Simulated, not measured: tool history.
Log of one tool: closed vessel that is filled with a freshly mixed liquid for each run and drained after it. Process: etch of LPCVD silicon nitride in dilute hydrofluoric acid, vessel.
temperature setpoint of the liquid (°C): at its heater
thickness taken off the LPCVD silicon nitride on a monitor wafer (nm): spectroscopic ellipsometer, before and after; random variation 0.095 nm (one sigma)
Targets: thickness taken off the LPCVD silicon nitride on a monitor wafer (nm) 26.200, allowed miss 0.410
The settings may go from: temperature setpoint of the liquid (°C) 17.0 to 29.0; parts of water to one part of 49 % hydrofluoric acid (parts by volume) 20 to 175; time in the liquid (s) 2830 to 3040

run,hour,temperature setpoint of the liquid (°C),parts of water to one part of 49 % hydrofluoric acid (parts by volume),time in the liquid (s),thickness taken off the LPCVD silicon nitride on a monitor wafer (nm)
1,0.0,21.0,95,2830,11.438
2,6.9,23.5,95,2830,13.499
3,12.5,24.5,90,2830,15.117
4,14.7,24.5,90,2830,15.173
5,17.0,24.5,90,2830,15.120
6,18.9,24.5,90,3040,16.352
7,25.8,25.5,85,3040,18.422
8,31.5,26.5,80,3040,20.944
9,34.9,27.0,80,3040,21.492
10,40.8,27.5,80,3040,22.182
11,45.3,28.0,80,3040,23.016
12,49.5,28.5,75,3040,25.347

4 next moves are on the table. One of them brings every result within its allowed miss. Which?
A,53.7,26.5,65,3035,?
B,53.7,28.5,70,2920,?
C,53.7,27.5,70,2960,?
D,53.7,29.0,75,2975,?

move,thickness taken off the LPCVD silicon nitride on a monitor wafer (nm)
A,25.520
B,25.987
C,24.691
D,25.527
A: nearer than the last run, and not there yet
B: meets every target
C: further off than the last run
D: nearer than the last run, and not there yet
Answer: B
